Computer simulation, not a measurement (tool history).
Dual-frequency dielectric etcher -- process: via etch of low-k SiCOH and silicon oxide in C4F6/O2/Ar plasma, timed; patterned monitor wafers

| run | hour | source power (kW) | bias power (kW) | etch time (s) | mean etch depth across the wafer (nm) |
|---|---|---|---|---|---|
| 1 | 0.0 | 0.480 | 0.138 | 35 | 103.310 |
| 2 | 7.8 | 0.450 | 0.132 | 35 | 97.129 |
| 3 | 11.0 | 0.450 | 0.112 | 35 | 91.437 |
| 4 | 15.5 | 0.430 | 0.112 | 35 | 88.698 |
| 5 | 22.4 | 0.420 | 0.112 | 35 | 88.214 |
| 6 | 25.7 | 0.410 | 0.112 | 35 | 86.926 |
| 7 | 30.6 | 0.400 | 0.112 | 35 | 85.630 |

What will run 8 give?
| 8 | 32.7 | 0.390 | 0.112 | 35 | ? |

Run 8 measured mean etch depth across the wafer (nm) 84.364.
